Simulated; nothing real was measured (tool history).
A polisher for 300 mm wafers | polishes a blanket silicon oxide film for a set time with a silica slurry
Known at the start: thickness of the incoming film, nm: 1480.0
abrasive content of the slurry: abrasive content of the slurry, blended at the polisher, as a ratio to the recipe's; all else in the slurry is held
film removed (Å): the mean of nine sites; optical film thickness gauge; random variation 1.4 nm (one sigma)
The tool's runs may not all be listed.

run,day,flow of slurry (ml/min),pressure of the wafer on the pad (kPa),speed of the pad under the wafer (cm/s),abrasive content of the slurry,polishing time (s),film removed (Å)
1,0.000,170,31.0,104,1.00,65,2448.0
2,0.192,170,31.0,104,1.00,68,2611.3
3,0.317,170,31.0,104,0.85,68,2438.4
4,0.529,170,31.0,118,0.85,68,2713.8
5,0.712,170,31.0,96,0.85,68,2302.4
6,0.838,130,31.0,96,0.85,68,2174.6
7,1.071,125,29.6,96,0.85,68,2146.0
8,1.121,125,27.6,96,0.85,68,2039.4

Run 9 comes next. What will it give?
9,1.342,125,26.2,96,0.85,68,?

film removed (Å): 1996.7
